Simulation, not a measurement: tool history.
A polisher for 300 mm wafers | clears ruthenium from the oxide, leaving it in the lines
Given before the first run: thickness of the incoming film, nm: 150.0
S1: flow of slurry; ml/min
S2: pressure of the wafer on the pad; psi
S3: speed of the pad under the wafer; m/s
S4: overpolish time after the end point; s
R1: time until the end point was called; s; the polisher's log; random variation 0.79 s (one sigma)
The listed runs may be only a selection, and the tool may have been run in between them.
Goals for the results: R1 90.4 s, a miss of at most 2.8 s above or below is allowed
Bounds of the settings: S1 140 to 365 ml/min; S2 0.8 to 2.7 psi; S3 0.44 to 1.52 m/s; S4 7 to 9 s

run,day,S1,S2,S3,S4,R1
1,0,235,1.7,0.98,9,141.36
2,0.104,235,1.8,0.98,9,131.56
3,0.192,235,1.8,1.06,9,120.86
4,0.442,185,1.8,1.06,9,126.02
5,0.808,185,2.1,1.06,9,107.4
6,1.179,185,2.1,1.06,7,106.91
7,1.208,190,2.1,1.06,7,106.49
8,1.25,195,2.1,1.06,7,106.43
9,1.288,200,2.1,1.06,7,106.55
10,1.317,205,2.1,1.06,7,106.24
11,1.554,210,2.1,1.06,7,106.15

Consider the 5 candidate settings below. Which is the only one whose results all fall within their allowed miss of target?
A,1.792,220,1.9,1.02,7,?
B,1.792,205,2.4,1.08,7,?
C,1.792,200,2.1,1.12,7,?
D,1.792,180,2.6,1.14,7,?
E,1.792,345,2.7,1,9,?

move,R1
A,119.66
B,90.958
C,100.37
D,81.327
E,82.664
A: its largest miss is bigger than the last run's
B: hits every target within its allowed miss
C: closes in on the targets versus the last run, not all within tolerance yet
D: takes the biggest miss from the last run beyond its target
E: takes the biggest miss from the last run beyond its target
The right move is B.
